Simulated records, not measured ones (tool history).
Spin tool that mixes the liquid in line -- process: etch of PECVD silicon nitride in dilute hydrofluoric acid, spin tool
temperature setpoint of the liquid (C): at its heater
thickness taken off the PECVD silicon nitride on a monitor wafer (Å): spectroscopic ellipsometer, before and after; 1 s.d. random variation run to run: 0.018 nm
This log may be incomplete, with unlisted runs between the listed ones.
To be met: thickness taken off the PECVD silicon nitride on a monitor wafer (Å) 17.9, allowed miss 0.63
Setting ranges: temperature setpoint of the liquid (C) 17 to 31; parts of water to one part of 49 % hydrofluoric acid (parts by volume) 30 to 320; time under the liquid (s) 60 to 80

run,hour,temperature setpoint of the liquid (C),parts of water to one part of 49 % hydrofluoric acid (parts by volume),time under the liquid (s),thickness taken off the PECVD silicon nitride on a monitor wafer (Å)
1,0,23,175,80,9.3952
2,4,24.5,170,80,10.579
3,7.2,23.5,170,80,9.929
4,16.2,25,165,80,11.272
5,17.1,26,160,80,12.579
6,23.9,26,160,80,12.421
7,29.1,27,160,80,13.286
8,36.1,27,160,80,13.47
9,42.8,27.5,160,80,13.892
10,46,28,160,80,14.315

Exercise: of the 5 proposed moves below, exactly one satisfies all targets within the stated allowed misses. Which move is it?
A,49.2,28.5,130,80,?
B,49.2,29.5,120,80,?
C,49.2,25.5,145,60,?
D,49.2,29.5,115,60,?
E,49.2,29.5,160,80,?

move,thickness taken off the PECVD silicon nitride on a monitor wafer (Å)
A,18.071
B,20.862
C,10.023
D,16.326
E,15.642
A: every result lands within tolerance
B: takes the result that was furthest off past its target
C: lands further from the targets than the last run did
D: nearer the targets than the last run, but a result is still out of spec
E: nearer the targets than the last run, but a result is still out of spec
Go with A: it meets all targets.
